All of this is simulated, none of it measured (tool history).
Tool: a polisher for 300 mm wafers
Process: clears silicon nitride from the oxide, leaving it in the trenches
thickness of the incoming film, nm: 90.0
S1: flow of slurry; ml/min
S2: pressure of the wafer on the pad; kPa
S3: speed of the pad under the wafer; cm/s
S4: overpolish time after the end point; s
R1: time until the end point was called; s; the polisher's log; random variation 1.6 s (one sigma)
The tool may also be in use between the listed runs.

{"run": 1, "hour": 0.0, "S1": 230, "S2": 12.4, "S3": 124, "S4": 8, "R1": 156.1}
{"run": 2, "hour": 5.2, "S1": 230, "S2": 10.3, "S3": 124, "S4": 8, "R1": 183.17}
{"run": 3, "hour": 5.8, "S1": 230, "S2": 10.3, "S3": 92, "S4": 8, "R1": 249.62}
{"run": 4, "hour": 7.7, "S1": 230, "S2": 11.7, "S3": 92, "S4": 8, "R1": 215.71}
{"run": 5, "hour": 14.5, "S1": 230, "S2": 12.4, "S3": 92, "S4": 8, "R1": 201.31}
{"run": 6, "hour": 23.4, "S1": 230, "S2": 13.1, "S3": 92, "S4": 8, "R1": 188.05}

The next listed run, before its measurement:
{"run": 7, "hour": 27.3, "S1": 230, "S2": 16.5, "S3": 96, "S4": 8, "R1": "?"}

Run 7 gave R1 146.54 s.
